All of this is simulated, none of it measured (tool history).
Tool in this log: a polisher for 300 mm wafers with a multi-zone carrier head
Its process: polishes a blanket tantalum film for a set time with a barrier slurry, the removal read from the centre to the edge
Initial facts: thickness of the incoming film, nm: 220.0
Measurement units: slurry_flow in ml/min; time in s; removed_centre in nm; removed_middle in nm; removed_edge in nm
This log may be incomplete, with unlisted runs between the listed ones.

run,hour,slurry_flow,centre_zone,middle_zone,edge_zone,slurry_solids,time,removed_centre,removed_middle,removed_edge
1,0.0,155,1.00,1.00,1.00,1.00,31,68.024,67.574,64.922
2,3.9,150,0.97,0.98,0.98,0.90,31,63.064,63.508,62.528
3,9.3,145,0.95,0.97,0.95,0.85,31,60.590,62.616,59.984
4,16.4,145,1.00,0.97,0.95,0.85,31,63.952,63.579,59.902
5,25.2,140,0.97,0.95,0.93,0.80,31,59.598,58.669,58.599
6,31.2,135,0.95,0.95,0.91,0.80,31,58.338,59.940,58.380
7,38.9,115,0.89,0.90,0.87,0.55,30,42.988,44.913,44.679
8,43.6,130,0.89,0.91,0.89,0.55,30,44.645,47.272,47.296
9,52.0,140,0.89,0.91,0.89,0.55,30,46.109,47.300,47.431
10,60.5,175,0.88,0.99,0.99,0.70,30,53.009,59.491,55.787
11,61.1,170,0.88,0.98,0.98,0.70,30,52.143,57.241,55.542
12,62.7,165,0.88,0.97,0.97,0.70,30,52.174,57.357,55.776

Run 13 comes next. What will it give?
13,69.8,160,0.88,0.97,0.96,0.70,30,?,?,?

removed_centre: 51.430 nm
removed_middle: 56.308 nm
removed_edge: 55.845 nm

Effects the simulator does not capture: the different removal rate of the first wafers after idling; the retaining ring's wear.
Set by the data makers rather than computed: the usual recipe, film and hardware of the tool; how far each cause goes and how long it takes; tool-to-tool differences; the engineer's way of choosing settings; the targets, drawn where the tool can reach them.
